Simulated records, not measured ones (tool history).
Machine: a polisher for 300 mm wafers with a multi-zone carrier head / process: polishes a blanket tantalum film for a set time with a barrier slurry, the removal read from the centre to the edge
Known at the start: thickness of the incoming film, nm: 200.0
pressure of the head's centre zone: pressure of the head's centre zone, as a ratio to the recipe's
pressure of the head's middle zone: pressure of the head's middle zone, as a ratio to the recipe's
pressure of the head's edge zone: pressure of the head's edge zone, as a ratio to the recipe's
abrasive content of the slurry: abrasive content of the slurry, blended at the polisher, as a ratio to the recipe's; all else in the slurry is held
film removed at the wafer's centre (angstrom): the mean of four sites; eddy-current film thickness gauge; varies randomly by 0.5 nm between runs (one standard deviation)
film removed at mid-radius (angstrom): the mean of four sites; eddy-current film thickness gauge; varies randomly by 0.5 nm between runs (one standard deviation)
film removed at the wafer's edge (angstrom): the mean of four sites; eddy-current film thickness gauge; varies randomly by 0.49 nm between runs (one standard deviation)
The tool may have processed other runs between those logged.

run  hour  flow of slurry (ml/min)  pressure of the head's centre zone  pressure of the head's middle zone  pressure of the head's edge zone  abrasive content of the slurry  polishing time (s)  film removed at the wafer's centre (angstrom)  film removed at mid-radius (angstrom)  film removed at the wafer's edge (angstrom)
  1     0                      305                                   1                                   1                                 1                               1                  43                                         834.49                                 823.75                                       846.22
  2   8.4                      305                                   1                                   1                              0.91                               1                  43                                          854.5                                  838.1                                        785.9
  3  11.6                      300                                0.99                                0.98                               0.9                            0.95                  42                                         812.11                                 796.37                                       768.31
  4  13.2                      235                                0.99                                0.98                               0.9                            0.95                  42                                         770.68                                 759.64                                       763.73
  5  20.9                      235                                0.99                                0.98                               0.9                            0.75                  42                                         732.96                                 725.29                                       706.69
  6  28.9                      235                                0.99                                1.05                               0.9                            0.75                  42                                         739.51                                 762.56                                       712.84
  7  31.6                      240                                0.99                                1.03                               0.9                             0.7                  41                                         702.41                                 731.76                                       689.11
  8  39.3                      240                                0.99                                1.03                               0.9                             0.7                  41                                         705.16                                 739.07                                       688.59
  9  45.7                      240                                0.99                                1.01                               0.9                            0.65                  40                                         674.14                                 698.01                                       652.12
 10  50.4                      235                                0.99                                0.99                               0.9                            0.65                  39                                         649.06                                  661.7                                       639.76
 11  53.5                      240                                0.99                                0.97                              0.89                            0.65                  38                                         640.67                                 628.05                                       629.91
 12  54.8                      240                                0.99                                0.97                              0.89                            0.65                  38                                         646.85                                 641.53                                       620.72
 13  62.6                      240                                0.98                                0.95                              0.89                            0.65                  38                                         633.86                                 615.27                                       616.49
 14  68.5                      250                                0.97                                0.94                              0.88                            0.65                  38                                         625.25                                  617.8                                       619.51
 15  71.5                      255                                0.97                                0.93                              0.88                            0.65                  37                                         616.13                                 600.15                                        590.5

The next listed run, before its measurement:
 16  72.5                      255                                0.96                                0.92                              0.87                            0.65                  37                                              ?                                      ?                                            ?

film removed at the wafer's centre (angstrom): 607.45
film removed at mid-radius (angstrom): 601.84
film removed at the wafer's edge (angstrom): 598.59
